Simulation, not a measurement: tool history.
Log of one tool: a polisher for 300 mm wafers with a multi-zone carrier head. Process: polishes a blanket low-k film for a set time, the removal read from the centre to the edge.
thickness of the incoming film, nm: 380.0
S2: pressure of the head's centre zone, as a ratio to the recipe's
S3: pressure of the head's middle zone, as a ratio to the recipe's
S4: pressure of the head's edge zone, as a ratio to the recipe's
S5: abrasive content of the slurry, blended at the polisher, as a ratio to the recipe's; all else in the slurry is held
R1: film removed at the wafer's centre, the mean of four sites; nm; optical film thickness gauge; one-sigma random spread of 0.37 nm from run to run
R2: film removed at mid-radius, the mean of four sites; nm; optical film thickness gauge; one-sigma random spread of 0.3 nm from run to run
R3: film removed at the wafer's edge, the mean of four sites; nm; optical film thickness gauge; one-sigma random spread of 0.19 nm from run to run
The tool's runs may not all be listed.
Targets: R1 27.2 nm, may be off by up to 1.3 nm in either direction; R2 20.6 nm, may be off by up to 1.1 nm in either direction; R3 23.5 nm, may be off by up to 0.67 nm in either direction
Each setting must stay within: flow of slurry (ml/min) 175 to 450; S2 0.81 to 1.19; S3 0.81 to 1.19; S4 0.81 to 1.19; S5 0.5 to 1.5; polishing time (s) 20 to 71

{"run": 1, "hour": 0.0, "flow of slurry (ml/min)": 290, "S2": 1, "S3": 1, "S4": 1, "S5": 1, "polishing time (s)": 45, "R1": 28.108, "R2": 25.379, "R3": 25.862}
{"run": 2, "hour": 1.2, "flow of slurry (ml/min)": 330, "S2": 1, "S3": 1, "S4": 1, "S5": 1, "polishing time (s)": 45, "R1": 29.928, "R2": 25.064, "R3": 26.252}
{"run": 3, "hour": 6.0, "flow of slurry (ml/min)": 330, "S2": 1, "S3": 1, "S4": 1, "S5": 1.2, "polishing time (s)": 45, "R1": 30.352, "R2": 27.526, "R3": 27.954}
{"run": 4, "hour": 10.3, "flow of slurry (ml/min)": 330, "S2": 1, "S3": 1.07, "S4": 1, "S5": 1.2, "polishing time (s)": 45, "R1": 30.415, "R2": 28.564, "R3": 28.096}
{"run": 5, "hour": 11.1, "flow of slurry (ml/min)": 365, "S2": 1, "S3": 1.07, "S4": 1, "S5": 1.2, "polishing time (s)": 45, "R1": 31.09, "R2": 28.635, "R3": 28.386}
{"run": 6, "hour": 11.6, "flow of slurry (ml/min)": 375, "S2": 0.99, "S3": 1.02, "S4": 1, "S5": 1.05, "polishing time (s)": 45, "R1": 29.567, "R2": 25.921, "R3": 26.682}
{"run": 7, "hour": 18.1, "flow of slurry (ml/min)": 385, "S2": 0.99, "S3": 0.98, "S4": 1, "S5": 0.95, "polishing time (s)": 45, "R1": 28.49, "R2": 25.002, "R3": 25.959}
{"run": 8, "hour": 22.1, "flow of slurry (ml/min)": 380, "S2": 1.01, "S3": 0.94, "S4": 1.01, "S5": 0.85, "polishing time (s)": 45, "R1": 27.994, "R2": 23.088, "R3": 24.988}
{"run": 9, "hour": 25.8, "flow of slurry (ml/min)": 380, "S2": 1.02, "S3": 0.91, "S4": 1, "S5": 0.8, "polishing time (s)": 45, "R1": 27.403, "R2": 21.901, "R3": 24.635}
{"hour": 34.2, "done": "centre zone pressure recalibrated"}
{"run": 10, "hour": 34.2, "flow of slurry (ml/min)": 380, "S2": 1.03, "S3": 0.9, "S4": 0.99, "S5": 0.8, "polishing time (s)": 45, "R1": 25.043, "R2": 21.136, "R3": 24.232}
{"run": 11, "hour": 39.4, "flow of slurry (ml/min)": 380, "S2": 1.03, "S3": 0.9, "S4": 0.99, "S5": 0.8, "polishing time (s)": 45, "R1": 25.006, "R2": 21.794, "R3": 24.419}
{"run": 12, "hour": 44.2, "flow of slurry (ml/min)": 380, "S2": 1.03, "S3": 0.91, "S4": 1.01, "S5": 0.75, "polishing time (s)": 45, "R1": 24.717, "R2": 21.797, "R3": 24.168}
{"run": 13, "hour": 49.7, "flow of slurry (ml/min)": 395, "S2": 1, "S3": 0.9, "S4": 0.98, "S5": 0.8, "polishing time (s)": 45, "R1": 24.347, "R2": 21.821, "R3": 24.222}
{"run": 14, "hour": 56.1, "flow of slurry (ml/min)": 395, "S2": 1.04, "S3": 0.91, "S4": 0.98, "S5": 0.75, "polishing time (s)": 45, "R1": 25.238, "R2": 21.517, "R3": 23.825}

Exactly one of the 5 candidate moves below puts every result within its allowed miss. Which one?
{"run": "A", "hour": 62.5, "flow of slurry (ml/min)": 445, "S2": 1.03, "S3": 0.88, "S4": 1.02, "S5": 0.85, "polishing time (s)": 41, "R1": "?", "R2": "?", "R3": "?"}
{"run": "B", "hour": 62.5, "flow of slurry (ml/min)": 425, "S2": 1.13, "S3": 1.01, "S4": 1.07, "S5": 0.75, "polishing time (s)": 40, "R1": "?", "R2": "?", "R3": "?"}
{"run": "C", "hour": 62.5, "flow of slurry (ml/min)": 440, "S2": 1.16, "S3": 0.91, "S4": 1.03, "S5": 1, "polishing time (s)": 39, "R1": "?", "R2": "?", "R3": "?"}
{"run": "D", "hour": 62.5, "flow of slurry (ml/min)": 370, "S2": 1.15, "S3": 0.86, "S4": 1.04, "S5": 0.95, "polishing time (s)": 37, "R1": "?", "R2": "?", "R3": "?"}
{"run": "E", "hour": 62.5, "flow of slurry (ml/min)": 355, "S2": 0.92, "S3": 0.84, "S4": 0.96, "S5": 0.7, "polishing time (s)": 48, "R1": "?", "R2": "?", "R3": "?"}

move=A R1=24.284 R2=19.955 R3=23.291
move=B R1=24.837 R2=20.835 R3=22.177
move=C R1=27.541 R2=20.627 R3=23.538
move=D R1=25.17 R2=18.172 R3=21.894
move=E R1=23.351 R2=20.739 R3=24.496
A: moves away from the targets compared with the last run
B: moves away from the targets compared with the last run
C: in spec on every target
D: moves away from the targets compared with the last run
E: moves away from the targets compared with the last run
Correct choice: C, which meets every target
